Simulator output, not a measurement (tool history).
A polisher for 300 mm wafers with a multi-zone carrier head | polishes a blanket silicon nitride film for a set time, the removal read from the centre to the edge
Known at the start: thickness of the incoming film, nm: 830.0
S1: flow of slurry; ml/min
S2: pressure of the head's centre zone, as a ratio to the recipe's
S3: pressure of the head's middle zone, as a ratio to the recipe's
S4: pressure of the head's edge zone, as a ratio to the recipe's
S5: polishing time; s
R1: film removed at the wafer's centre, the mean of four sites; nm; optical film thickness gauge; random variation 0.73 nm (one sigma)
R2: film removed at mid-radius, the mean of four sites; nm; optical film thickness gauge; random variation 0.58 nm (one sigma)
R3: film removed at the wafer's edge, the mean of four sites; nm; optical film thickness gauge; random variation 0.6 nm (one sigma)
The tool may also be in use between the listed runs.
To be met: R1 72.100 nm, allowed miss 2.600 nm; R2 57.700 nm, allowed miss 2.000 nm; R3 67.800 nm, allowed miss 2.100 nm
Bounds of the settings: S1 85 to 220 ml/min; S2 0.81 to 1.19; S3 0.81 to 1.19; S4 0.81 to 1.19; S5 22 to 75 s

| run | hour | S1 | S2 | S3 | S4 | S5 | R1 | R2 | R3 |
|---|---|---|---|---|---|---|---|---|---|
| 1 | 0.0 | 140 | 1.00 | 1.00 | 1.00 | 48 | 59.796 | 61.014 | 61.139 |
| 2 | 1.4 | 140 | 1.00 | 1.00 | 1.00 | 54 | 68.578 | 70.004 | 68.073 |
| 3 | 8.5 | 135 | 1.01 | 0.97 | 1.01 | 54 | 67.877 | 66.712 | 67.682 |
| 4 | 16.3 | 135 | 1.07 | 0.97 | 1.01 | 54 | 70.609 | 65.884 | 68.213 |
| 5 | 22.9 | 135 | 1.07 | 1.00 | 1.01 | 54 | 71.104 | 67.424 | 67.847 |
| 6 | 27.0 | 130 | 1.08 | 0.98 | 1.02 | 54 | 72.904 | 66.379 | 68.029 |
| 7 | 32.1 | 95 | 1.07 | 0.88 | 1.09 | 53 | 63.753 | 54.230 | 65.578 |
| 8 | 40.6 | 100 | 1.08 | 0.88 | 1.09 | 53 | 65.571 | 55.845 | 66.083 |
| 9 | 47.3 | 105 | 1.09 | 0.88 | 1.09 | 53 | 67.824 | 56.091 | 66.845 |

5 next moves are on the table. One of them brings every result within its allowed miss. Which?
| A | 54.0 | 100 | 1.06 | 0.95 | 1.14 | 54 | ? | ? | ? |
| B | 54.0 | 130 | 0.98 | 0.84 | 1.13 | 51 | ? | ? | ? |
| C | 54.0 | 90 | 1.13 | 0.93 | 1.18 | 53 | ? | ? | ? |
| D | 54.0 | 105 | 1.05 | 0.87 | 1.16 | 54 | ? | ? | ? |
| E | 54.0 | 135 | 1.10 | 0.86 | 1.06 | 52 | ? | ? | ? |

| move | R1 | R2 | R3 |
|---|---|---|---|
| A | 66.279 | 60.625 | 69.224 |
| B | 62.464 | 55.347 | 68.292 |
| C | 66.784 | 56.551 | 67.696 |
| D | 66.681 | 57.144 | 70.589 |
| E | 72.241 | 57.984 | 67.800 |
A: further off than the last run
B: further off than the last run
C: further off than the last run
D: further off than the last run
E: meets every target
Answer: E
